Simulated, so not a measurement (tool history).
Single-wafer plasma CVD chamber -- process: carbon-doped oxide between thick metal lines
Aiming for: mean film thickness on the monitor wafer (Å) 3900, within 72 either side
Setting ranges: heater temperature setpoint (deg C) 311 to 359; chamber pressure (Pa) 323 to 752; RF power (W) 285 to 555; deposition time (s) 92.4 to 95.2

| run | hour | heater temperature setpoint (deg C) | chamber pressure (Pa) | RF power (W) | deposition time (s) | mean film thickness on the monitor wafer (Å) |
|---|---|---|---|---|---|---|
| 1 | 0 | 335 | 537 | 420 | 92.4 | 4254.8 |
| 2 | 5.4 | 335 | 619 | 420 | 92.4 | 4379 |
| 3 | 9.2 | 343 | 619 | 420 | 92.4 | 4300.5 |
| 4 | 14.6 | 344 | 579 | 415 | 92.4 | 4157.7 |
| 5 | 16.6 | 346 | 559 | 415 | 92.4 | 4105.6 |
| 6 | 20.1 | 339 | 559 | 415 | 92.4 | 4234.5 |
| 7 | 25 | 342 | 535 | 410 | 92.4 | 4115.4 |
| 8 | 29 | 344 | 519 | 410 | 92.4 | 4019.3 |
| 9 | 37.9 | 345 | 512 | 410 | 92.4 | 4017.5 |

Which one of the following 5 next-run settings gets every result inside its allowed miss? There is exactly one.
| A | 46.8 | 358 | 488 | 420 | 92.4 | ? |
| B | 46.8 | 337 | 485 | 405 | 95 | ? |
| C | 46.8 | 346 | 516 | 425 | 94.7 | ? |
| D | 46.8 | 346 | 477 | 430 | 95.2 | ? |
| E | 46.8 | 339 | 465 | 410 | 95.2 | ? |

| move | mean film thickness on the monitor wafer (Å) |
|---|---|
| A | 3930.3 |
| B | 4144.4 |
| C | 4248.7 |
| D | 4264.9 |
| E | 4146.1 |
A: each result inside its tolerance
B: lands further from the targets than the last run did
C: lands further from the targets than the last run did
D: lands further from the targets than the last run did
E: lands further from the targets than the last run did
Go with A: it meets all targets.

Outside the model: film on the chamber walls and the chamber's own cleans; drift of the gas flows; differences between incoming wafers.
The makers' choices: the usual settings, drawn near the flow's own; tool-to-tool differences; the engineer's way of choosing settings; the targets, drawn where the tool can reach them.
